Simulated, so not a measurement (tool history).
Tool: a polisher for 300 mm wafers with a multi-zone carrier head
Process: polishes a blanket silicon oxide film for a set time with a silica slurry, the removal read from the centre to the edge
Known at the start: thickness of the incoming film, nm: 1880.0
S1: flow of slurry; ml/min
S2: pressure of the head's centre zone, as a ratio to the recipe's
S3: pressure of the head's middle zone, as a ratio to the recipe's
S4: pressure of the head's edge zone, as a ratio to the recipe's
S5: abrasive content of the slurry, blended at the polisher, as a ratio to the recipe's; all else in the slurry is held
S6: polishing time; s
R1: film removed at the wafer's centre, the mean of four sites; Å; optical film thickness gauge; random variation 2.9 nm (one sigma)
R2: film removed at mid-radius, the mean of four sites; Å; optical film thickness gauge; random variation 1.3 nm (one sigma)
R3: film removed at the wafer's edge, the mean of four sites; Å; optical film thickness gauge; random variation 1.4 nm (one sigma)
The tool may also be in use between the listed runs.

{"run": 1, "hour": 0.0, "S1": 215, "S2": 1.0, "S3": 1.0, "S4": 1.0, "S5": 1.0, "S6": 78, "R1": 4793.0, "R2": 4115.8, "R3": 4235.4}
{"run": 2, "hour": 3.2, "S1": 215, "S2": 1.0, "S3": 1.0, "S4": 1.0, "S5": 1.15, "S6": 78, "R1": 5041.9, "R2": 4539.6, "R3": 4620.3}
{"run": 3, "hour": 6.8, "S1": 215, "S2": 1.0, "S3": 1.0, "S4": 1.0, "S5": 1.15, "S6": 91, "R1": 5728.9, "R2": 5237.1, "R3": 5432.1}
{"run": 4, "hour": 8.6, "S1": 205, "S2": 0.97, "S3": 0.98, "S4": 1.02, "S5": 1.05, "S6": 83, "R1": 4917.4, "R2": 4418.8, "R3": 4703.7}
{"run": 5, "hour": 13.0, "S1": 195, "S2": 0.95, "S3": 0.97, "S4": 1.03, "S5": 1.0, "S6": 77, "R1": 4255.1, "R2": 3891.2, "R3": 4232.0}
{"hour": 20.9, "done": "centre zone pressure recalibrated"}
{"run": 6, "hour": 20.9, "S1": 190, "S2": 0.94, "S3": 0.95, "S4": 1.02, "S5": 0.95, "S6": 72, "R1": 3628.9, "R2": 3516.6, "R3": 3748.6}
{"run": 7, "hour": 25.7, "S1": 185, "S2": 0.95, "S3": 0.93, "S4": 1.03, "S5": 0.9, "S6": 68, "R1": 3292.2, "R2": 3106.4, "R3": 3472.2}
{"run": 8, "hour": 26.5, "S1": 180, "S2": 0.97, "S3": 0.91, "S4": 1.02, "S5": 0.85, "S6": 65, "R1": 3003.4, "R2": 2729.6, "R3": 3091.1}
{"run": 9, "hour": 28.1, "S1": 135, "S2": 0.98, "S3": 0.81, "S4": 0.93, "S5": 0.6, "S6": 54, "R1": 1606.6, "R2": 1385.8, "R3": 1621.5}
{"run": 10, "hour": 34.4, "S1": 150, "S2": 0.98, "S3": 0.81, "S4": 0.94, "S5": 0.6, "S6": 54, "R1": 1661.5, "R2": 1424.2, "R3": 1646.8}
{"run": 11, "hour": 39.5, "S1": 210, "S2": 0.99, "S3": 0.82, "S4": 1.04, "S5": 0.6, "S6": 54, "R1": 1723.2, "R2": 1508.9, "R3": 1794.6}
{"run": 12, "hour": 45.0, "S1": 210, "S2": 1.0, "S3": 0.83, "S4": 1.05, "S5": 0.6, "S6": 54, "R1": 1751.1, "R2": 1493.9, "R3": 1785.4}
{"run": 13, "hour": 46.4, "S1": 210, "S2": 1.0, "S3": 0.83, "S4": 1.05, "S5": 0.6, "S6": 54, "R1": 1786.8, "R2": 1514.6, "R3": 1785.2}

The next listed run, before its measurement:
{"run": 14, "hour": 51.5, "S1": 210, "S2": 1.0, "S3": 0.83, "S4": 1.06, "S5": 0.6, "S6": 54, "R1": "?", "R2": "?", "R3": "?"}

R1: 1768.3 Å
R2: 1473.9 Å
R3: 1806.2 Å
